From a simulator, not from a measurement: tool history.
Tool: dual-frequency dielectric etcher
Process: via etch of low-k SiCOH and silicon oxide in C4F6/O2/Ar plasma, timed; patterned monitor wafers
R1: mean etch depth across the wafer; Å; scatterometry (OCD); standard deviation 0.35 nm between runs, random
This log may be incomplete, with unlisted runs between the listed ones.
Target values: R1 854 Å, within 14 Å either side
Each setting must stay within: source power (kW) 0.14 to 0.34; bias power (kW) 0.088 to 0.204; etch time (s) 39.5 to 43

{"run": 1, "day": 0.0, "source power (kW)": 0.24, "bias power (kW)": 0.146, "etch time (s)": 43, "R1": 961.23}
{"run": 2, "day": 0.071, "source power (kW)": 0.23, "bias power (kW)": 0.145, "etch time (s)": 43, "R1": 943.13}
{"run": 3, "day": 0.162, "source power (kW)": 0.26, "bias power (kW)": 0.145, "etch time (s)": 43, "R1": 967.9}
{"run": 4, "day": 0.529, "source power (kW)": 0.24, "bias power (kW)": 0.14, "etch time (s)": 43, "R1": 941.49}
{"run": 5, "day": 0.883, "source power (kW)": 0.24, "bias power (kW)": 0.14, "etch time (s)": 43, "R1": 942.42}
{"run": 6, "day": 1.021, "source power (kW)": 0.28, "bias power (kW)": 0.14, "etch time (s)": 43, "R1": 986.92}
{"run": 7, "day": 1.154, "source power (kW)": 0.26, "bias power (kW)": 0.137, "etch time (s)": 43, "R1": 948.9}
{"run": 8, "day": 1.492, "source power (kW)": 0.26, "bias power (kW)": 0.137, "etch time (s)": 43, "R1": 960.85}
{"run": 9, "day": 1.792, "source power (kW)": 0.24, "bias power (kW)": 0.134, "etch time (s)": 43, "R1": 928.08}
{"run": 10, "day": 2.062, "source power (kW)": 0.23, "bias power (kW)": 0.132, "etch time (s)": 43, "R1": 906.6}
{"run": 11, "day": 2.342, "source power (kW)": 0.22, "bias power (kW)": 0.131, "etch time (s)": 43, "R1": 901.57}
{"run": 12, "day": 2.596, "source power (kW)": 0.21, "bias power (kW)": 0.13, "etch time (s)": 43, "R1": 890.53}
{"run": 13, "day": 2.921, "source power (kW)": 0.2, "bias power (kW)": 0.129, "etch time (s)": 43, "R1": 873.95}

Exercise: of the 5 proposed moves below, exactly one satisfies all targets within the stated allowed misses. Which move is it?
{"run": "A", "day": 3.246, "source power (kW)": 0.19, "bias power (kW)": 0.153, "etch time (s)": 43, "R1": "?"}
{"run": "B", "day": 3.246, "source power (kW)": 0.24, "bias power (kW)": 0.128, "etch time (s)": 40.5, "R1": "?"}
{"run": "C", "day": 3.246, "source power (kW)": 0.18, "bias power (kW)": 0.163, "etch time (s)": 42.5, "R1": "?"}
{"run": "D", "day": 3.246, "source power (kW)": 0.23, "bias power (kW)": 0.134, "etch time (s)": 42, "R1": "?"}
{"run": "E", "day": 3.246, "source power (kW)": 0.21, "bias power (kW)": 0.146, "etch time (s)": 41.5, "R1": "?"}

move=A R1=913.86
move=B R1=859.82
move=C R1=911.56
move=D R1=895.36
move=E R1=889.79
A: moves away from the targets compared with the last run
B: meets every target
C: moves away from the targets compared with the last run
D: moves away from the targets compared with the last run
E: moves away from the targets compared with the last run
Move B is the one to make.

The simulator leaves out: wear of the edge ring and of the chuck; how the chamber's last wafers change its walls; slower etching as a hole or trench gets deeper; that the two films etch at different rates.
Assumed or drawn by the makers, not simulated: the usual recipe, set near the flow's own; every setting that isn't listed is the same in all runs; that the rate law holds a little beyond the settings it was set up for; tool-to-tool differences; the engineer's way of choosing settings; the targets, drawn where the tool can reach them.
